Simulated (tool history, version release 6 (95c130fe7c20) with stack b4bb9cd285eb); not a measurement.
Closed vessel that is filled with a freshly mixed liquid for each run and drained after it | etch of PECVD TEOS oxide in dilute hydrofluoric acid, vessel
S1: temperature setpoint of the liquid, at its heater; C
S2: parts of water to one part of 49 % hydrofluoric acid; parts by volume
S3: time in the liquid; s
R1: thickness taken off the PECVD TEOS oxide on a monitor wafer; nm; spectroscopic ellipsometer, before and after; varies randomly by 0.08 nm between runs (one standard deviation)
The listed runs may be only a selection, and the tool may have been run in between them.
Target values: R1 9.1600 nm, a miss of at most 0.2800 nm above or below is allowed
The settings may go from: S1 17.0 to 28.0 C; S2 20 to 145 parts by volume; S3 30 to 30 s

run,hour,S1,S2,S3,R1
1,0.0,20.0,80,30,5.0512
2,3.6,22.0,75,30,5.7325
3,12.4,23.5,70,30,6.6810
4,18.4,24.5,65,30,7.4770
5,24.3,24.5,85,30,5.5261
6,32.9,24.5,85,30,5.6229
7,36.3,24.5,85,30,5.5726
8,43.9,25.5,80,30,6.2163
9,51.0,26.0,75,30,6.7613
10,58.1,26.5,70,30,7.5163
11,65.6,27.0,65,30,8.2229
12,70.7,27.0,65,30,8.2643

Consider the 5 candidate settings below. Which is the only one whose results all fall within their allowed miss of target?
A,75.8,28.0,65,30,?
B,75.8,25.0,70,30,?
C,75.8,28.0,75,30,?
D,75.8,23.0,55,30,?
E,75.8,25.0,55,30,?

move,R1
A,8.5890
B,7.0304
C,7.3390
D,8.4102
E,9.1287
A: closes in on the targets versus the last run, not all within tolerance yet
B: further off than the last run
C: further off than the last run
D: closes in on the targets versus the last run, not all within tolerance yet
E: in spec on every target
Correct choice: E, which meets every target

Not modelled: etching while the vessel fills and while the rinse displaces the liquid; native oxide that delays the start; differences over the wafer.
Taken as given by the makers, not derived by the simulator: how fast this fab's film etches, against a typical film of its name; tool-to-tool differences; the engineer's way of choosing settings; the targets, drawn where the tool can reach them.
